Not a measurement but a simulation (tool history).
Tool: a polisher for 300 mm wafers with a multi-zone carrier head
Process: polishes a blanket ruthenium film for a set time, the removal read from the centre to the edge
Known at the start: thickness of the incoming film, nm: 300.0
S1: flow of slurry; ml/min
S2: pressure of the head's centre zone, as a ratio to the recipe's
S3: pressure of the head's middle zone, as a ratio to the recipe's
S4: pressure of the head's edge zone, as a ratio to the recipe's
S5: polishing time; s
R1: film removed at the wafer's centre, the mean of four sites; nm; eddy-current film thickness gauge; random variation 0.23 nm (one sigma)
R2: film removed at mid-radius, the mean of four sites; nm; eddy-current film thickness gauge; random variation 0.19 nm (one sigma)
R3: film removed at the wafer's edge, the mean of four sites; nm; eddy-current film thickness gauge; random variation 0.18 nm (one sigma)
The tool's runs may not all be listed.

| run | day | S1 | S2 | S3 | S4 | S5 | R1 | R2 | R3 |
|---|---|---|---|---|---|---|---|---|---|
| 1 | 0.000 | 140 | 1.00 | 1.00 | 1.00 | 38 | 33.489 | 33.740 | 33.957 |
| 2 | 0.050 | 140 | 1.00 | 1.00 | 1.08 | 38 | 33.987 | 33.520 | 34.821 |
| 3 | 0.408 | 140 | 1.00 | 0.93 | 1.08 | 38 | 34.259 | 31.870 | 34.804 |
| 4 | 0.758 | 140 | 1.00 | 0.93 | 1.08 | 30 | 26.966 | 24.809 | 27.671 |
| 5 | 0.808 | 150 | 1.00 | 0.93 | 1.08 | 30 | 27.582 | 25.235 | 27.818 |
| 6 | 1.171 | 150 | 1.00 | 0.93 | 1.14 | 30 | 27.442 | 25.369 | 28.304 |
| 7 | 1.388 | 150 | 1.00 | 0.95 | 1.12 | 30 | 27.609 | 25.627 | 28.185 |
| 8 | 1.421 | 150 | 1.00 | 0.95 | 1.12 | 30 | 27.503 | 25.805 | 27.699 |
| 9 | 1.596 | 150 | 1.00 | 0.96 | 1.12 | 30 | 27.212 | 26.056 | 28.257 |
| 10 | 1.775 | 110 | 0.96 | 1.04 | 1.02 | 29 | 23.183 | 24.863 | 25.207 |

The next listed run, before its measurement:
| 11 | 1.988 | 110 | 0.96 | 1.04 | 1.01 | 29 | ? | ? | ? |

R1: 23.226 nm
R2: 25.556 nm
R3: 25.229 nm
